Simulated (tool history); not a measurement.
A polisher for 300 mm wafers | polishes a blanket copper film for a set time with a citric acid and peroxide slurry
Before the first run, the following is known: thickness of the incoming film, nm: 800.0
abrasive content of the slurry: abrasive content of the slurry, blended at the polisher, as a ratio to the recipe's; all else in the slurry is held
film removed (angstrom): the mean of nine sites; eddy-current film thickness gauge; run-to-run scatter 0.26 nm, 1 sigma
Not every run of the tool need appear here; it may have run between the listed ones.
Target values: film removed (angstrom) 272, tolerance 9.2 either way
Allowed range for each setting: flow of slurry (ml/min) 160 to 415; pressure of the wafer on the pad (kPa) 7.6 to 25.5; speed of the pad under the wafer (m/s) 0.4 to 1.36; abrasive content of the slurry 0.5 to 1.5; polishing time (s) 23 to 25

run  hour  flow of slurry (ml/min)  pressure of the wafer on the pad (kPa)  speed of the pad under the wafer (m/s)  abrasive content of the slurry  polishing time (s)  film removed (angstrom)
  1     0                      265                                    16.5                                    0.88                               1                  25                   326.46
  2   2.3                      265                                      20                                    0.88                               1                  25                   373.97
  3   8.1                      325                                      20                                    0.88                               1                  25                    379.9
  4  10.2                      325                                      20                                    0.88                               1                  23                   348.36
  5  12.7                      325                                      20                                    0.88                               1                  25                   384.07
  6  13.9                      325                                    19.3                                    0.88                               1                  25                   370.06
  7  21.5                      325                                    18.6                                    0.88                               1                  25                   367.02
  8  22.6                      320                                    17.9                                    0.88                               1                  25                   352.67
  9  23.7                      320                                    17.2                                    0.88                               1                  25                   345.22
 10  31.5                      320                                    16.5                                    0.88                               1                  25                   340.61
 11  36.5                      315                                    15.9                                    0.88                               1                  25                   331.65

Consider the 5 candidate settings below. Which is the only one whose results all fall within their allowed miss of target?
  A  41.5                      290                                    17.9                                    0.84                               1                  24                        ?
  B  41.5                      300                                    14.5                                     0.8                            0.75                  23                        ?
  C  41.5                      260                                    15.9                                     1.1                             0.9                  25                        ?
  D  41.5                      305                                    14.5                                    0.86                             0.9                  23                        ?
  E  41.5                      325                                    14.5                                    0.88                             1.1                  23                        ?

move  film removed (angstrom)
   A                   319.08
   B                   238.31
   C                   383.63
   D                   269.09
   E                   292.42
A: an improvement on the last run, though not all results are within tolerance
B: moves the result that the last run missed by most past its target, out the other side
C: misses by more than the last run did
D: every result within its allowed miss
E: an improvement on the last run, though not all results are within tolerance
Correct choice: D, which meets every target
